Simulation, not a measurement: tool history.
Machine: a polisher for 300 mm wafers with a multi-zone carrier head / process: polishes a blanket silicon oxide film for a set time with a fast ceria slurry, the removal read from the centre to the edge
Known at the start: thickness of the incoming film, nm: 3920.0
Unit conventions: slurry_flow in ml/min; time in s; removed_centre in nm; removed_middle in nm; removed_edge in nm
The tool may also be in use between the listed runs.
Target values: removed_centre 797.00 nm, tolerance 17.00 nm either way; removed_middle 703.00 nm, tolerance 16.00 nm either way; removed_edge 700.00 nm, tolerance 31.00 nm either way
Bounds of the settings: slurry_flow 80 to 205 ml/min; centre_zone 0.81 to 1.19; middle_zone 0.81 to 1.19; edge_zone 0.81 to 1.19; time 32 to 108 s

run	hour	slurry_flow	centre_zone	middle_zone	edge_zone	time	removed_centre	removed_middle	removed_edge
1	0.0	135	1.00	1.00	1.00	70	873.36	835.58	840.61
2	5.9	130	1.00	0.99	0.97	70	863.72	828.68	838.73
3	7.4	130	1.00	1.07	0.97	70	868.64	877.78	826.49
4	12.5	130	1.08	1.07	0.97	70	929.31	875.43	837.67
5	20.3	130	1.16	1.07	0.97	70	1002.30	871.91	834.70
6	21.3	115	1.16	1.07	0.97	70	966.94	845.29	824.32
7	28.3	110	1.15	1.05	0.95	69	945.85	823.32	773.96
8	36.5	105	1.13	1.03	0.95	69	912.59	800.18	762.81
9	44.4	105	1.13	1.03	0.95	69	914.10	801.70	792.61
10	46.3	105	1.13	1.03	0.95	69	913.90	800.71	781.60
11	49.2	100	1.12	1.02	0.94	69	887.85	789.03	770.49

4 next moves are on the table. One of them brings every result within its allowed miss. Which?
A	52.1	80	1.00	0.84	1.17	73	?	?	?
B	52.1	105	1.13	1.05	1.00	60	?	?	?
C	52.1	80	0.99	1.00	0.98	70	?	?	?
D	52.1	80	1.02	0.98	1.08	68	?	?	?

move	removed_centre	removed_middle	removed_edge
A	784.48	661.50	884.51
B	795.41	705.20	704.10
C	745.50	733.62	774.66
D	746.21	700.41	789.41
A: carries the result that was furthest off beyond its target, to the other side
B: every result within its allowed miss
C: nearer the targets than the last run, but a result is still out of spec
D: corrects the largest miss of the last run, while another result sits out of spec
Go with B: it meets all targets.
